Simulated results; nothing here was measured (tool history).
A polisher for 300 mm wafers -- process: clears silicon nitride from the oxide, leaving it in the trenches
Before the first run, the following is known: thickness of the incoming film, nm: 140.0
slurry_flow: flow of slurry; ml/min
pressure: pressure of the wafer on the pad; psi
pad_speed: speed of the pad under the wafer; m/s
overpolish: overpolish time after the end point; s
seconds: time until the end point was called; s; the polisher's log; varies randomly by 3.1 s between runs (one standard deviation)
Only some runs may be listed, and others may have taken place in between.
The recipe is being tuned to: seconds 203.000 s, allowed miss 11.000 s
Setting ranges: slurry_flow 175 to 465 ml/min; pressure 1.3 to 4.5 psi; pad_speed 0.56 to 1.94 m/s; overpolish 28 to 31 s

run  hour  slurry_flow  pressure  pad_speed  overpolish  seconds
  1   0.0          295       2.9       1.24          28  119.020
  2   0.8          295       3.5       1.24          28   99.717
  3   3.9          295       3.5       1.24          31  100.760
  4   5.5          295       3.5       1.24          28   98.589
  5   9.9          295       4.2       1.24          28   82.258
  6  10.5          295       3.8       1.24          28   93.936
  7  13.5          295       3.1       1.16          28  120.350
  8  22.3          295       2.6       1.14          28  142.170
  9  30.4          295       1.8       1.08          28  212.840

Which one of the following 4 next-run settings gets every result inside its allowed miss? There is exactly one.
  A  38.5          245       2.6       0.72          31        ?
  B  38.5          275       1.5       1.14          29        ?
  C  38.5          285       1.6       1.30          30        ?
  D  38.5          305       1.9       0.92          31        ?

move  seconds
   A  228.250
   B  245.250
   C  202.390
   D  238.410
A: moves away from the targets compared with the last run
B: moves away from the targets compared with the last run
C: all results land within tolerance of their targets
D: moves away from the targets compared with the last run
Go with C: it meets all targets.

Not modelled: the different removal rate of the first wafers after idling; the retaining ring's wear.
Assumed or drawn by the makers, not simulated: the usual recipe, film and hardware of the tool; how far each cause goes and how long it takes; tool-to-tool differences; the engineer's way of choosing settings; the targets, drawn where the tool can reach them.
